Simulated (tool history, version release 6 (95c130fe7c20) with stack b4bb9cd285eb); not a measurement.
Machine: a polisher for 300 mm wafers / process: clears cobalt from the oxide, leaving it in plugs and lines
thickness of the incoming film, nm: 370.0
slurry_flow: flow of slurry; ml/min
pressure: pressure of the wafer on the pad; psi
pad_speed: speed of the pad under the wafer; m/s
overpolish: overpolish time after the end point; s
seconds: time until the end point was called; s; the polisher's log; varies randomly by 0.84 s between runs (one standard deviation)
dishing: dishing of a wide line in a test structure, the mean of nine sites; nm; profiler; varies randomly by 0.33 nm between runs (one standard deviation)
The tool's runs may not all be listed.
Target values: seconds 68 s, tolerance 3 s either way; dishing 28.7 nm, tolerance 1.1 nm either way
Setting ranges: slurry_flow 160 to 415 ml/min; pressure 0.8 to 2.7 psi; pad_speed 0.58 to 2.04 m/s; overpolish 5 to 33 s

Run 1, hour 0: slurry_flow 265 ml/min, pressure 1.7 psi, pad_speed 1.3 m/s, overpolish 17 s. Result: seconds 60.584 s, dishing 50.596 nm.
Run 2, hour 0.6: slurry_flow 255 ml/min, pressure 1.6 psi, pad_speed 1.3 m/s, overpolish 14 s. Result: seconds 65.84 s, dishing 47.198 nm.
Run 3, hour 4.1: slurry_flow 255 ml/min, pressure 1.6 psi, pad_speed 1.14 m/s, overpolish 14 s. Result: seconds 73.231 s, dishing 44.687 nm.
Run 4, hour 5: slurry_flow 255 ml/min, pressure 1.4 psi, pad_speed 1.14 m/s, overpolish 14 s. Result: seconds 83.855 s, dishing 42.101 nm.
Run 5, hour 12: slurry_flow 255 ml/min, pressure 1.4 psi, pad_speed 0.9 m/s, overpolish 14 s. Result: seconds 106.28 s, dishing 37.508 nm.
Run 6, hour 20.3: slurry_flow 255 ml/min, pressure 1.7 psi, pad_speed 0.9 m/s, overpolish 14 s. Result: seconds 87.245 s, dishing 41.924 nm.
Run 7, hour 23.3: slurry_flow 295 ml/min, pressure 1.5 psi, pad_speed 1.08 m/s, overpolish 12 s. Result: seconds 82.933 s, dishing 39.876 nm.
Run 8, hour 28.8: slurry_flow 325 ml/min, pressure 1.4 psi, pad_speed 1.14 m/s, overpolish 10 s. Result: seconds 81.901 s, dishing 34.847 nm.
Run 9, hour 34.7: slurry_flow 400 ml/min, pressure 1.5 psi, pad_speed 1.24 m/s, overpolish 5 s. Result: seconds 68.469 s, dishing 24.366 nm.
Run 10, hour 39: slurry_flow 385 ml/min, pressure 1.5 psi, pad_speed 1.24 m/s, overpolish 5 s. Result: seconds 70.014 s, dishing 24.735 nm.
Run 11, hour 39.9: slurry_flow 370 ml/min, pressure 1.5 psi, pad_speed 1.24 m/s, overpolish 5 s. Result: seconds 70.072 s, dishing 24.371 nm.
Run 12, hour 41.1: slurry_flow 350 ml/min, pressure 1.5 psi, pad_speed 1.24 m/s, overpolish 5 s. Result: seconds 71.094 s, dishing 24.776 nm.

Which one of the following 5 next-run settings gets every result inside its allowed miss? There is exactly one.
Run A, hour 42.3: slurry_flow 305 ml/min, pressure 1.6 psi, pad_speed 1.24 m/s, overpolish 5 s. Result: seconds ?, dishing ?.
Run B, hour 42.3: slurry_flow 355 ml/min, pressure 1.6 psi, pad_speed 1.08 m/s, overpolish 8 s. Result: seconds ?, dishing ?.
Run C, hour 42.3: slurry_flow 405 ml/min, pressure 1.7 psi, pad_speed 1.14 m/s, overpolish 6 s. Result: seconds ?, dishing ?.
Run D, hour 42.3: slurry_flow 400 ml/min, pressure 1.8 psi, pad_speed 0.92 m/s, overpolish 6 s. Result: seconds ?, dishing ?.
Run E, hour 42.3: slurry_flow 325 ml/min, pressure 1.5 psi, pad_speed 1.26 m/s, overpolish 7 s. Result: seconds ?, dishing ?.

move  seconds  dishing
   A   67.203   25.093
   B   75.801    32.02
   C   67.186   28.607
   D   78.188   25.692
   E   70.027   30.885
A: closes in on the targets versus the last run, not all within tolerance yet
B: the result that was furthest off in the last run now lies on the other side of its target
C: in spec on every target
D: roughly where the last run was
E: the result that was furthest off in the last run now lies on the other side of its target
Go with C: it meets all targets.

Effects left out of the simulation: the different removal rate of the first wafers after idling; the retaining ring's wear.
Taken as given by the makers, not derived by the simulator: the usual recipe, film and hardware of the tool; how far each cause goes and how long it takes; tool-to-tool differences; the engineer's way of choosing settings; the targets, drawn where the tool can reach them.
